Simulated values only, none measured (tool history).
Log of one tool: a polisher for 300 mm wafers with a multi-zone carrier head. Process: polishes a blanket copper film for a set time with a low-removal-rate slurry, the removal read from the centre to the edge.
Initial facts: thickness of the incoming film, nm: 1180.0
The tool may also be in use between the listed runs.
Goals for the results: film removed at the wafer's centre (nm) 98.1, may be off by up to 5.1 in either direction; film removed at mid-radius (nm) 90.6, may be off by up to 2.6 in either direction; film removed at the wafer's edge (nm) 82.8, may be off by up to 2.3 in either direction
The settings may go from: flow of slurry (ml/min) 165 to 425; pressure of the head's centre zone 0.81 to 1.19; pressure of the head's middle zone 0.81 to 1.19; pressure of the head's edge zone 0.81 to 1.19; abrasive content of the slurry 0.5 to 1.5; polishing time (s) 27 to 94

run	hour	flow of slurry (ml/min)	pressure of the head's centre zone	pressure of the head's middle zone	pressure of the head's edge zone	abrasive content of the slurry	polishing time (s)	film removed at the wafer's centre (nm)	film removed at mid-radius (nm)	film removed at the wafer's edge (nm)
1	0	275	1	1	1	1	60	170.07	156.06	164.68
2	6.2	275	1.01	1.01	0.96	0.9	53	141.06	136.3	135.92
3	13.8	275	1.01	1.01	0.96	0.8	53	143.59	131.06	133.83
4	15.5	275	1.02	1.02	0.93	0.75	49	128.95	121.13	118.6
5	17.5	275	1.02	1.02	0.88	0.75	49	128.04	119.07	115.98
6	24.8	275	1.02	1.02	0.88	0.75	57	149.02	140.73	136.02
7	27.2	275	1.03	1.03	0.87	0.7	52	135.34	126.93	120.51
8	32.4	275	1.03	1.03	0.86	0.65	48	123.28	112.99	110.38
9	38.9	275	1.04	1.05	0.85	0.6	45	112.99	106.5	100.13
10	46.6	270	1.05	1.05	0.84	0.6	44	113.97	103.71	95.054
11	47.5	260	1.04	1.05	0.83	0.6	43	109.19	100.73	92.236
12	50.9	245	1.03	1.05	0.83	0.6	43	108.31	100.88	91.532
# hour 54.1: worn pad replaced by a new one
13	54.1	220	1.02	1.02	0.81	0.5	39	92.487	87.205	81.609

4 candidate next runs follow, results not yet known. Just one meets every target within its allowed miss. Identify it.
A	57.3	200	0.96	1.08	0.83	0.5	39	?	?	?
B	57.3	235	1.07	1.08	0.85	0.55	37	?	?	?
C	57.3	195	1.04	1.09	0.81	0.5	37	?	?	?
D	57.3	230	0.97	1.08	0.85	0.5	38	?	?	?

move	film removed at the wafer's centre (nm)	film removed at mid-radius (nm)	film removed at the wafer's edge (nm)
A	84.677	89.832	80.841
B	94.818	89.866	81.255
C	86.661	85.441	75.626
D	85.435	89.464	80.911
A: meets the target for the result that was furthest off, but another lies outside its allowed miss
B: in spec on every target
C: the biggest miss grows against the last run
D: meets the target for the result that was furthest off, but another lies outside its allowed miss
B is the move that brings every result within its allowed miss.
